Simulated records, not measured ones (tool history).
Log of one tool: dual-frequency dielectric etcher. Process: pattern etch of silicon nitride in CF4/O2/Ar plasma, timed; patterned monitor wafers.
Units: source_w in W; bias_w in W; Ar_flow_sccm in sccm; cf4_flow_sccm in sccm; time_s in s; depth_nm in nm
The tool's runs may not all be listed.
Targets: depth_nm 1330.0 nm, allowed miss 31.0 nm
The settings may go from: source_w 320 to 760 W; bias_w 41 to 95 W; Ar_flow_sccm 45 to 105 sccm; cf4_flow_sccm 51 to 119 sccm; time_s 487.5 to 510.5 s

Run 1, day 0.000: source_w 540 W, bias_w 68 W, Ar_flow_sccm 75 sccm, cf4_flow_sccm 85 sccm, time_s 487.5 s. Result: depth_nm 1142.6 nm.
Run 2, day 0.058: source_w 540 W, bias_w 59 W, Ar_flow_sccm 75 sccm, cf4_flow_sccm 85 sccm, time_s 487.5 s. Result: depth_nm 1092.7 nm.
Run 3, day 0.188: source_w 570 W, bias_w 59 W, Ar_flow_sccm 75 sccm, cf4_flow_sccm 85 sccm, time_s 487.5 s. Result: depth_nm 1144.3 nm.
Run 4, day 0.425: source_w 570 W, bias_w 59 W, Ar_flow_sccm 75 sccm, cf4_flow_sccm 85 sccm, time_s 487.5 s. Result: depth_nm 1143.4 nm.
Run 5, day 0.604: source_w 570 W, bias_w 59 W, Ar_flow_sccm 63 sccm, cf4_flow_sccm 85 sccm, time_s 487.5 s. Result: depth_nm 1162.9 nm.
Run 6, day 0.733: source_w 570 W, bias_w 59 W, Ar_flow_sccm 63 sccm, cf4_flow_sccm 85 sccm, time_s 510.5 s. Result: depth_nm 1219.4 nm.
Run 7, day 1.029: source_w 580 W, bias_w 59 W, Ar_flow_sccm 63 sccm, cf4_flow_sccm 85 sccm, time_s 510.5 s. Result: depth_nm 1240.0 nm.
Run 8, day 1.325: source_w 590 W, bias_w 59 W, Ar_flow_sccm 63 sccm, cf4_flow_sccm 85 sccm, time_s 510.5 s. Result: depth_nm 1257.0 nm.
Run 9, day 1.408: source_w 600 W, bias_w 59 W, Ar_flow_sccm 63 sccm, cf4_flow_sccm 85 sccm, time_s 510.5 s. Result: depth_nm 1271.3 nm.
Run 10, day 1.504: source_w 610 W, bias_w 59 W, Ar_flow_sccm 63 sccm, cf4_flow_sccm 85 sccm, time_s 510.5 s. Result: depth_nm 1291.7 nm.

4 next moves are on the table. One of them brings every result within its allowed miss. Which?
Run A, day 1.600: source_w 590 W, bias_w 62 W, Ar_flow_sccm 63 sccm, cf4_flow_sccm 88 sccm, time_s 508.0 s. Result: depth_nm ?.
Run B, day 1.600: source_w 620 W, bias_w 62 W, Ar_flow_sccm 49 sccm, cf4_flow_sccm 83 sccm, time_s 502.0 s. Result: depth_nm ?.
Run C, day 1.600: source_w 600 W, bias_w 57 W, Ar_flow_sccm 60 sccm, cf4_flow_sccm 96 sccm, time_s 503.0 s. Result: depth_nm ?.
Run D, day 1.600: source_w 650 W, bias_w 59 W, Ar_flow_sccm 54 sccm, cf4_flow_sccm 84 sccm, time_s 510.5 s. Result: depth_nm ?.

move  depth_nm
   A    1276.5
   B    1333.2
   C    1266.9
   D    1382.4
A: further off than the last run
B: meets every target
C: further off than the last run
D: takes the result that was furthest off past its target
Answer: B

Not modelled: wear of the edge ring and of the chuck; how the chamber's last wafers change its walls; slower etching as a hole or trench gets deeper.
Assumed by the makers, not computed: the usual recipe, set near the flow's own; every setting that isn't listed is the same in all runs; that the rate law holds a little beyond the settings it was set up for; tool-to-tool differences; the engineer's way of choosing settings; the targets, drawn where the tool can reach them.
